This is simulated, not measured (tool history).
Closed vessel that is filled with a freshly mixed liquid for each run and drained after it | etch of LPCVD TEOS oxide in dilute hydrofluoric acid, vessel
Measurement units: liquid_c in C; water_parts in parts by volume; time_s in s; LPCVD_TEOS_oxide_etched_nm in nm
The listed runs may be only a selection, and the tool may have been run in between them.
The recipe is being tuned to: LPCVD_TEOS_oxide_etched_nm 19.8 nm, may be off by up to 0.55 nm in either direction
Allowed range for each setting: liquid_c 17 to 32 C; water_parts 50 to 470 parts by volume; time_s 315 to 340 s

Run 1, hour 0: liquid_c 24 C, water_parts 260 parts by volume, time_s 315 s. Result: LPCVD_TEOS_oxide_etched_nm 28.851 nm.
Run 2, hour 5.3: liquid_c 24 C, water_parts 260 parts by volume, time_s 340 s. Result: LPCVD_TEOS_oxide_etched_nm 31.014 nm.
Run 3, hour 8: liquid_c 24 C, water_parts 260 parts by volume, time_s 315 s. Result: LPCVD_TEOS_oxide_etched_nm 28.517 nm.
Run 4, hour 12.6: liquid_c 22.5 C, water_parts 265 parts by volume, time_s 315 s. Result: LPCVD_TEOS_oxide_etched_nm 26.305 nm.
Run 5, hour 14.5: liquid_c 22.5 C, water_parts 265 parts by volume, time_s 340 s. Result: LPCVD_TEOS_oxide_etched_nm 28.904 nm.
Run 6, hour 15.3: liquid_c 21.5 C, water_parts 270 parts by volume, time_s 340 s. Result: LPCVD_TEOS_oxide_etched_nm 26.758 nm.
At hour 20.1: thermometer replaced.
Run 7, hour 20.1: liquid_c 20.5 C, water_parts 275 parts by volume, time_s 340 s. Result: LPCVD_TEOS_oxide_etched_nm 24.531 nm.
Run 8, hour 21.4: liquid_c 20 C, water_parts 275 parts by volume, time_s 340 s. Result: LPCVD_TEOS_oxide_etched_nm 24.06 nm.
Run 9, hour 27.8: liquid_c 19.5 C, water_parts 275 parts by volume, time_s 340 s. Result: LPCVD_TEOS_oxide_etched_nm 23.404 nm.

Pick the move, out of 4, that brings all results within their allowed miss; only one does.
Run A, hour 34.2: liquid_c 19.5 C, water_parts 225 parts by volume, time_s 335 s. Result: LPCVD_TEOS_oxide_etched_nm ?.
Run B, hour 34.2: liquid_c 19 C, water_parts 295 parts by volume, time_s 320 s. Result: LPCVD_TEOS_oxide_etched_nm ?.
Run C, hour 34.2: liquid_c 20 C, water_parts 285 parts by volume, time_s 315 s. Result: LPCVD_TEOS_oxide_etched_nm ?.
Run D, hour 34.2: liquid_c 21.5 C, water_parts 330 parts by volume, time_s 315 s. Result: LPCVD_TEOS_oxide_etched_nm ?.

move  LPCVD_TEOS_oxide_etched_nm
   A                      29.621
   B                      19.871
   C                      21.197
   D                      18.554
A: moves away from the targets compared with the last run
B: every result within its allowed miss
C: closer than the last run, but not yet in spec
D: takes the biggest miss from the last run beyond its target
Move B is the one to make.
